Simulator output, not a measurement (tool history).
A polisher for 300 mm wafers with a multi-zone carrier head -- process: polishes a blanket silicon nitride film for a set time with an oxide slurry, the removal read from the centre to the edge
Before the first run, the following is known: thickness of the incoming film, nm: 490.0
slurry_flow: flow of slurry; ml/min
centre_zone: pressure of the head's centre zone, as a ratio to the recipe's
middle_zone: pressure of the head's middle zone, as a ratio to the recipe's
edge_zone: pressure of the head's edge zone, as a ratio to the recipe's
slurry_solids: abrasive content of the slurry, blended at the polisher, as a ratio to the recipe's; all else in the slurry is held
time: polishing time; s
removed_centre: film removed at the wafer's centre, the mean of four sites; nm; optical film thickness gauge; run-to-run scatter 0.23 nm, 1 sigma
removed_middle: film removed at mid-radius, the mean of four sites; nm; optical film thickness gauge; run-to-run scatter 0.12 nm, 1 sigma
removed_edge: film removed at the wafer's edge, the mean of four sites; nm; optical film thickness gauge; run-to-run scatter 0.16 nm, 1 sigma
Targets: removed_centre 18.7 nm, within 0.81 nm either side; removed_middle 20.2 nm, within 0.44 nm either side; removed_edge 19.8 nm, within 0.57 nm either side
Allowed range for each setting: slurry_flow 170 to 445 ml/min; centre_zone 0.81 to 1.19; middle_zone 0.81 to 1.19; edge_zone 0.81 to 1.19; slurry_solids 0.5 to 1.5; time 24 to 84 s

| run | hour | slurry_flow | centre_zone | middle_zone | edge_zone | slurry_solids | time | removed_centre | removed_middle | removed_edge |
|---|---|---|---|---|---|---|---|---|---|---|
| 1 | 0 | 285 | 1 | 1 | 1 | 1 | 54 | 29.403 | 28.674 | 28.403 |
| 2 | 1.7 | 280 | 0.98 | 0.99 | 0.98 | 0.95 | 54 | 27.986 | 28.127 | 27.694 |
| 3 | 2.8 | 325 | 0.98 | 0.99 | 0.98 | 0.95 | 54 | 28.533 | 28.315 | 28.03 |
| 4 | 3.7 | 315 | 0.97 | 0.98 | 0.96 | 0.9 | 53 | 27.413 | 26.748 | 26.013 |
| 5 | 5.6 | 305 | 0.95 | 0.97 | 0.96 | 0.85 | 53 | 25.469 | 25.795 | 25.653 |
| 6 | 8.5 | 305 | 0.95 | 0.97 | 0.96 | 0.85 | 40 | 19.375 | 19.36 | 19.484 |
| 7 | 16.5 | 305 | 0.94 | 0.98 | 0.96 | 0.85 | 40 | 18.924 | 19.46 | 18.955 |
| 8 | 19.7 | 305 | 0.94 | 0.98 | 0.96 | 0.85 | 40 | 18.909 | 19.635 | 19.1 |
| 9 | 26.7 | 305 | 0.94 | 0.98 | 0.97 | 0.85 | 40 | 18.916 | 19.398 | 19.177 |
| 10 | 34.1 | 305 | 0.94 | 0.98 | 0.98 | 0.85 | 40 | 18.29 | 19.549 | 19.303 |
| 11 | 38.5 | 310 | 0.94 | 0.98 | 0.98 | 0.85 | 40 | 18.867 | 19.443 | 19.172 |
| 12 | 39.9 | 310 | 0.94 | 0.98 | 0.99 | 0.85 | 40 | 18.638 | 19.768 | 19.316 |
| 13 | 46.1 | 315 | 0.94 | 0.98 | 1.01 | 0.85 | 40 | 19.219 | 19.739 | 19.886 |

5 next moves are on the table. One of them brings every result within its allowed miss. Which?
| A | 52.3 | 265 | 0.95 | 1.02 | 1.09 | 0.9 | 38 | ? | ? | ? |
| B | 52.3 | 340 | 1.03 | 1.02 | 1.03 | 1 | 34 | ? | ? | ? |
| C | 52.3 | 395 | 1.04 | 1.04 | 1.03 | 0.8 | 39 | ? | ? | ? |
| D | 52.3 | 340 | 0.94 | 0.98 | 1.07 | 0.9 | 38 | ? | ? | ? |
| E | 52.3 | 225 | 0.91 | 1 | 0.93 | 1 | 39 | ? | ? | ? |

| move | removed_centre | removed_middle | removed_edge |
|---|---|---|---|
| A | 18.572 | 19.383 | 19.556 |
| B | 19.66 | 18.852 | 18.461 |
| C | 20.335 | 19.523 | 18.825 |
| D | 18.918 | 19.407 | 19.806 |
| E | 18.856 | 20.356 | 19.585 |
A: moves away from the targets compared with the last run
B: moves away from the targets compared with the last run
C: moves away from the targets compared with the last run
D: moves away from the targets compared with the last run
E: each result inside its tolerance
E meets every target.
